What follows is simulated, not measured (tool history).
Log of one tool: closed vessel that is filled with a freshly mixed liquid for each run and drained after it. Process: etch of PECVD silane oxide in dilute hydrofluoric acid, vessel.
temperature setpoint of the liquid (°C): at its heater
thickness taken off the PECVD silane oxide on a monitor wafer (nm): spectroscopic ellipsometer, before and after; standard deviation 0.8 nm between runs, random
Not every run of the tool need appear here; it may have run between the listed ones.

run    day  temperature setpoint of the liquid (°C)  parts of water to one part of 49 % hydrofluoric acid (parts by volume)  time in the liquid (s)  thickness taken off the PECVD silane oxide on a monitor wafer (nm)
  1  0.000                                     23.0                                                                     160                     830                                                              84.005
  2  0.229                                     23.0                                                                     160                     830                                                              84.641
  3  0.292                                     23.0                                                                     160                     885                                                              89.995
  4  0.400                                     24.5                                                                     160                     885                                                              96.413
  5  0.538                                     21.5                                                                     160                     885                                                              83.890
  6  0.758                                     21.5                                                                     210                     885                                                              60.570
  7  0.875                                     24.0                                                                     200                     885                                                              70.422

What does the tool deliver on the next run?
  8  0.979                                     26.0                                                                     190                     885                                                                   ?

{"run 8": {"thickness taken off the PECVD silane oxide on a monitor wafer (nm)": 81.389}}
